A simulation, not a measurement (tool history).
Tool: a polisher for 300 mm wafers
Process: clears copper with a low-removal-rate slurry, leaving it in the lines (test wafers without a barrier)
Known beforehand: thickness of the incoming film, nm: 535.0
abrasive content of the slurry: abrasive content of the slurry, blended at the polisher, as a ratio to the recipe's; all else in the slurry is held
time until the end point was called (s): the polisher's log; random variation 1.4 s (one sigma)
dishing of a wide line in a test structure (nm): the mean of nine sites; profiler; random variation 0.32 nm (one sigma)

run	hour	flow of slurry (ml/min)	pressure of the wafer on the pad (kPa)	speed of the pad under the wafer (cm/s)	abrasive content of the slurry	overpolish time after the end point (s)	time until the end point was called (s)	dishing of a wide line in a test structure (nm)
1	0.0	275	25.5	132	1.0	14	94.945	26.365
2	8.1	275	21.4	132	1.0	12	110.370	23.504
3	11.9	315	21.4	132	1.0	12	113.580	23.791
4	20.5	265	21.4	132	1.0	12	113.000	23.337
5	26.6	200	21.4	132	1.0	12	116.260	22.753
6	32.7	200	21.4	132	1.2	12	112.340	23.547
7	35.2	200	18.6	132	1.2	11	128.460	20.742

The next listed run, before its measurement:
8	36.1	200	17.2	132	1.2	12	?	?

time until the end point was called (s): 139.460
dishing of a wide line in a test structure (nm): 20.996
